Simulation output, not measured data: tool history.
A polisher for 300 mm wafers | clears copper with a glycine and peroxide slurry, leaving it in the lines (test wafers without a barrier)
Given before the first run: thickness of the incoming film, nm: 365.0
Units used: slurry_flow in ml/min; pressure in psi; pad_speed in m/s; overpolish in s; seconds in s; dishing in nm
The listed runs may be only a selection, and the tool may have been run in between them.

run	hour	slurry_flow	pressure	pad_speed	overpolish	seconds	dishing
1	0	270	2.3	0.82	18	85.935	47.512
2	6.2	270	2.2	0.8	16	90.865	39.796
3	7.1	270	2	0.8	15	94.892	36.019
4	9.3	270	2	0.7	15	106.54	32.925
5	10.5	270	2.5	0.7	15	89.724	39.127
# hour 14.7: worn pad replaced by a new one
6	14.7	210	2.5	0.7	15	86.868	38.289
7	22	210	2.3	0.7	14	92.679	36.467
8	28.9	210	2.1	0.7	12	95.498	29.45
9	30.1	210	1.9	0.7	12	106.99	27.428
10	38.8	210	1.8	0.7	11	111.85	24.671
11	42.3	210	1.8	0.7	11	110.84	23.608

Estimate the outcome of run 12 from the log above:
12	45.2	210	1.7	0.7	11	?	?

seconds: 112.91 s
dishing: 22.802 nm
